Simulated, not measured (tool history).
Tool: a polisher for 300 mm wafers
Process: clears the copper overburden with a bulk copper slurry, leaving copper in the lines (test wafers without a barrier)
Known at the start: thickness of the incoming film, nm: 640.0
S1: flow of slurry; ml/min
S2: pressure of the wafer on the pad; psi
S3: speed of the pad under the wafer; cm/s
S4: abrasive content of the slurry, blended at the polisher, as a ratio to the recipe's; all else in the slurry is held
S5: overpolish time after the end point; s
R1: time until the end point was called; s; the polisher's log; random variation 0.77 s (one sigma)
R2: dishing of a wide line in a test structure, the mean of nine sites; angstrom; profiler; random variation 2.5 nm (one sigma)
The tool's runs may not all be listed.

{"run": 1, "day": 0.0, "S1": 205, "S2": 2.8, "S3": 122, "S4": 1.0, "S5": 26, "R1": 86.344, "R2": 925.21}
{"run": 2, "day": 0.171, "S1": 205, "S2": 2.8, "S3": 122, "S4": 0.85, "S5": 26, "R1": 90.309, "R2": 861.73}
{"run": 3, "day": 0.517, "S1": 205, "S2": 3.0, "S3": 126, "S4": 0.85, "S5": 26, "R1": 81.796, "R2": 935.76}
{"run": 4, "day": 0.783, "S1": 205, "S2": 3.0, "S3": 126, "S4": 1.0, "S5": 26, "R1": 79.455, "R2": 964.32}
{"run": 5, "day": 1.121, "S1": 205, "S2": 2.6, "S3": 126, "S4": 1.0, "S5": 26, "R1": 92.116, "R2": 860.0}
{"run": 6, "day": 1.258, "S1": 205, "S2": 2.8, "S3": 130, "S4": 1.0, "S5": 25, "R1": 80.914, "R2": 893.15}
{"run": 7, "day": 1.621, "S1": 205, "S2": 3.0, "S3": 132, "S4": 1.0, "S5": 25, "R1": 72.907, "R2": 955.41}
{"run": 8, "day": 1.667, "S1": 205, "S2": 3.2, "S3": 134, "S4": 1.0, "S5": 25, "R1": 70.117, "R2": 1013.8}
{"run": 9, "day": 1.888, "S1": 205, "S2": 3.3, "S3": 138, "S4": 1.0, "S5": 24, "R1": 66.417, "R2": 1024.9}
{"run": 10, "day": 2.212, "S1": 205, "S2": 3.4, "S3": 142, "S4": 1.0, "S5": 23, "R1": 62.232, "R2": 1020.1}
{"run": 11, "day": 2.479, "S1": 205, "S2": 3.5, "S3": 144, "S4": 1.0, "S5": 23, "R1": 59.862, "R2": 1046.9}
{"run": 12, "day": 2.746, "S1": 205, "S2": 3.6, "S3": 146, "S4": 1.0, "S5": 23, "R1": 57.062, "R2": 1117.9}

The next listed run, before its measurement:
{"run": 13, "day": 3.004, "S1": 205, "S2": 3.7, "S3": 148, "S4": 1.0, "S5": 22, "R1": "?", "R2": "?"}

R1: 56.411 s
R2: 1098.70 angstrom
